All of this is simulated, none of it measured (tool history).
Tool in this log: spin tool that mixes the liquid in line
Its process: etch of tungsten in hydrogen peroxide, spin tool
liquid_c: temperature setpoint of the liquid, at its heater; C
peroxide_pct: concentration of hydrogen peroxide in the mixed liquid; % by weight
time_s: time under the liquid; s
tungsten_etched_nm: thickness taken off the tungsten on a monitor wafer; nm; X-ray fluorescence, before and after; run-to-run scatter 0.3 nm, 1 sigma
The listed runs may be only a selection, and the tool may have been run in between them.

run,hour,liquid_c,peroxide_pct,time_s,tungsten_etched_nm
1,0,46,15,15,32.583
2,6.8,48.5,15,15,38.143
3,8.3,50,15,15,41.656
4,12.3,56,15,15,59.795
5,15.9,62,15,15,83.903
6,19.2,62,15,15,84.823
7,21.5,61,15,15,79.163
8,29.2,60,15,15,74.679
9,33,59.5,15,15,73.369
10,39.2,59,15,15,71.084

Run 11, settings as shown, results not yet in. Your forecast:
11,42.9,58.5,15,15,?

For run 11 the tool returned tungsten_etched_nm 68.511 nm.
